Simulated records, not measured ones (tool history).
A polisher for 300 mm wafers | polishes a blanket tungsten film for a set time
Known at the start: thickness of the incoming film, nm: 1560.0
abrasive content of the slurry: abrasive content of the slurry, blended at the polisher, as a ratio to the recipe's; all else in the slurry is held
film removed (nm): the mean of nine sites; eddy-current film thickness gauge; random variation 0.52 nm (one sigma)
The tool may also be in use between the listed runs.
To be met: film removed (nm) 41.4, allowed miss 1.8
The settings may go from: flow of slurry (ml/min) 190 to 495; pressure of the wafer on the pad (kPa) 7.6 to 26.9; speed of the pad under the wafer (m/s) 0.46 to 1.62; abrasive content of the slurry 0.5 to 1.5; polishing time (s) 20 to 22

| run | hour | flow of slurry (ml/min) | pressure of the wafer on the pad (kPa) | speed of the pad under the wafer (m/s) | abrasive content of the slurry | polishing time (s) | film removed (nm) |
|---|---|---|---|---|---|---|---|
| 1 | 0 | 320 | 17.2 | 1.04 | 1 | 22 | 57.204 |
| 2 | 2.1 | 320 | 15.9 | 1.04 | 1 | 22 | 53.764 |
| 3 | 5.8 | 320 | 14.5 | 1.04 | 1 | 22 | 51.038 |
| 4 | 9.8 | 320 | 13.8 | 1.04 | 1 | 22 | 47.574 |
| 5 | 14.2 | 320 | 15.9 | 1.04 | 1 | 22 | 55.133 |
| 6 | 22.8 | 320 | 15.9 | 1.04 | 1 | 22 | 54.329 |
| 7 | 24.6 | 320 | 14.5 | 1.04 | 1 | 22 | 49.449 |
| 8 | 26.2 | 320 | 13.8 | 1.04 | 1 | 22 | 48.228 |
| 9 | 32.5 | 320 | 13.1 | 1.04 | 1 | 22 | 47.042 |
| 10 | 33.2 | 320 | 12.4 | 1.04 | 1 | 22 | 44.716 |

5 next moves are on the table. One of them brings every result within its allowed miss. Which?
| A | 33.9 | 400 | 12.4 | 0.94 | 0.95 | 20 | ? |
| B | 33.9 | 300 | 13.1 | 0.96 | 0.9 | 21 | ? |
| C | 33.9 | 280 | 10.3 | 1.2 | 0.65 | 20 | ? |
| D | 33.9 | 190 | 13.1 | 0.86 | 0.9 | 22 | ? |
| E | 33.9 | 325 | 12.4 | 0.94 | 0.95 | 20 | ? |

| move | film removed (nm) |
|---|---|
| A | 37.724 |
| B | 40.898 |
| C | 36.477 |
| D | 38.233 |
| E | 37.313 |
A: takes the result that was furthest off past its target
B: meets every target
C: takes the result that was furthest off past its target
D: takes the result that was furthest off past its target
E: takes the result that was furthest off past its target
Answer: B
